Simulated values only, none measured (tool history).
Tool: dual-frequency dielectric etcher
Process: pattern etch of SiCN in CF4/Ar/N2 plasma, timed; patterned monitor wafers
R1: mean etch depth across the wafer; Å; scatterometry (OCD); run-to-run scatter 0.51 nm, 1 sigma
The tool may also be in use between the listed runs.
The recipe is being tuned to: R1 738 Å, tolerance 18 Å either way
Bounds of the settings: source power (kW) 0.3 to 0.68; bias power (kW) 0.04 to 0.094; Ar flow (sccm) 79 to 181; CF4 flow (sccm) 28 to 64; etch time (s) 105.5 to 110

Run 1, hour 0: source power (kW) 0.49, bias power (kW) 0.067, Ar flow (sccm) 130, CF4 flow (sccm) 46, etch time (s) 105.5. Result: R1 950.16 Å.
Run 2, hour 7: source power (kW) 0.47, bias power (kW) 0.067, Ar flow (sccm) 130, CF4 flow (sccm) 46, etch time (s) 105.5. Result: R1 915.11 Å.
Run 3, hour 15.1: source power (kW) 0.47, bias power (kW) 0.067, Ar flow (sccm) 130, CF4 flow (sccm) 49, etch time (s) 105.5. Result: R1 925.64 Å.
Run 4, hour 18.7: source power (kW) 0.47, bias power (kW) 0.077, Ar flow (sccm) 130, CF4 flow (sccm) 49, etch time (s) 105.5. Result: R1 979.89 Å.
Run 5, hour 22: source power (kW) 0.47, bias power (kW) 0.084, Ar flow (sccm) 130, CF4 flow (sccm) 49, etch time (s) 105.5. Result: R1 1030.1 Å.
Run 6, hour 24.6: source power (kW) 0.47, bias power (kW) 0.084, Ar flow (sccm) 146, CF4 flow (sccm) 49, etch time (s) 105.5. Result: R1 1010.2 Å.
Run 7, hour 33.4: source power (kW) 0.44, bias power (kW) 0.083, Ar flow (sccm) 146, CF4 flow (sccm) 49, etch time (s) 105.5. Result: R1 937.66 Å.
Run 8, hour 36.9: source power (kW) 0.42, bias power (kW) 0.083, Ar flow (sccm) 146, CF4 flow (sccm) 49, etch time (s) 105.5. Result: R1 894.55 Å.

Which one of the following 5 next-run settings gets every result inside its allowed miss? There is exactly one.
Run A, hour 40.4: source power (kW) 0.33, bias power (kW) 0.081, Ar flow (sccm) 160, CF4 flow (sccm) 51, etch time (s) 108. Result: R1 ?.
Run B, hour 40.4: source power (kW) 0.34, bias power (kW) 0.082, Ar flow (sccm) 141, CF4 flow (sccm) 51, etch time (s) 105.5. Result: R1 ?.
Run C, hour 40.4: source power (kW) 0.36, bias power (kW) 0.087, Ar flow (sccm) 149, CF4 flow (sccm) 48, etch time (s) 108.5. Result: R1 ?.
Run D, hour 40.4: source power (kW) 0.33, bias power (kW) 0.081, Ar flow (sccm) 149, CF4 flow (sccm) 40, etch time (s) 110. Result: R1 ?.
Run E, hour 40.4: source power (kW) 0.35, bias power (kW) 0.085, Ar flow (sccm) 148, CF4 flow (sccm) 50, etch time (s) 105.5. Result: R1 ?.

move      R1
   A  694.26
   B   715.7
   C  795.81
   D  691.19
   E   746.1
A: pushes the last run's worst result past its target
B: pushes the last run's worst result past its target
C: nearer than the last run, and not there yet
D: pushes the last run's worst result past its target
E: in spec on every target
Go with E: it meets all targets.
